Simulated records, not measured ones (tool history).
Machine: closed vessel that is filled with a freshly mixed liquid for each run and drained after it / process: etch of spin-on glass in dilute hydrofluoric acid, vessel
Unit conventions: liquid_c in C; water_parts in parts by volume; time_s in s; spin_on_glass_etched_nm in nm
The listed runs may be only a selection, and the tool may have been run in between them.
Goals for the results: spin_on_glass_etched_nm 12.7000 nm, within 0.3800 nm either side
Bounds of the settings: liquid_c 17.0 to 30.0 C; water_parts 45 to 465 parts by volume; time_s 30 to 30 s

run	hour	liquid_c	water_parts	time_s	spin_on_glass_etched_nm
1	0.0	22.0	255	30	5.4203
2	6.1	22.0	255	30	5.4222
3	10.6	24.0	220	30	6.9741
4	17.1	25.5	195	30	8.6631
5	23.2	27.0	185	30	9.5725
6	27.3	27.0	185	30	9.7187
7	29.4	28.0	175	30	10.8180
8	30.2	28.5	170	30	11.3500
9	38.3	29.0	165	30	11.7710
10	45.2	29.5	165	30	12.1360
# hour 50.7: thermometer replaced
11	50.7	30.0	160	30	13.5650

Which single option among these 5 for the next run brings every result within its allowed miss of target? Just one does.
A	56.2	28.0	150	30	?
B	56.2	30.0	155	30	?
C	56.2	28.5	135	30	?
D	56.2	29.0	165	30	?
E	56.2	27.5	145	30	?

move	spin_on_glass_etched_nm
A	13.7490
B	14.2150
C	15.8600
D	12.7190
E	14.0510
A: misses by more than the last run did
B: misses by more than the last run did
C: misses by more than the last run did
D: hits every target within its allowed miss
E: misses by more than the last run did
Answer: D

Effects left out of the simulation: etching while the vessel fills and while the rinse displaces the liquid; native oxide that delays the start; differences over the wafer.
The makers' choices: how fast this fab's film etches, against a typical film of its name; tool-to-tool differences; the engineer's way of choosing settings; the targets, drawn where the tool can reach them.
